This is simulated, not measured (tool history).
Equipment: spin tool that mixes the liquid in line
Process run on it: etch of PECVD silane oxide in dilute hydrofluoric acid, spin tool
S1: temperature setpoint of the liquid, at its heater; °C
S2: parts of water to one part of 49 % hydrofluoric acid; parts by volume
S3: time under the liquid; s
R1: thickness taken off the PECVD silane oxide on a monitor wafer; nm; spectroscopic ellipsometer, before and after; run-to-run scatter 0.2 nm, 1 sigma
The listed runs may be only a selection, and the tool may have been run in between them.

Run 1, hour 0.0: S1 21.0 °C, S2 75 parts by volume, S3 40 s. Result: R1 10.100 nm.
Run 2, hour 3.5: S1 22.5 °C, S2 65 parts by volume, S3 40 s. Result: R1 12.535 nm.
Run 3, hour 8.8: S1 20.0 °C, S2 65 parts by volume, S3 40 s. Result: R1 11.360 nm.
Run 4, hour 11.6: S1 18.0 °C, S2 65 parts by volume, S3 40 s. Result: R1 10.439 nm.
Run 5, hour 19.8: S1 21.5 °C, S2 65 parts by volume, S3 40 s. Result: R1 12.043 nm.
Run 6, hour 25.3: S1 23.0 °C, S2 55 parts by volume, S3 40 s. Result: R1 15.366 nm.
Run 7, hour 29.4: S1 24.0 °C, S2 50 parts by volume, S3 40 s. Result: R1 17.653 nm.

Estimate the outcome of run 8 from the log above:
Run 8, hour 32.7: S1 25.0 °C, S2 45 parts by volume, S3 40 s. Result: R1 ?.

Run 8 came out at R1 20.545 nm.

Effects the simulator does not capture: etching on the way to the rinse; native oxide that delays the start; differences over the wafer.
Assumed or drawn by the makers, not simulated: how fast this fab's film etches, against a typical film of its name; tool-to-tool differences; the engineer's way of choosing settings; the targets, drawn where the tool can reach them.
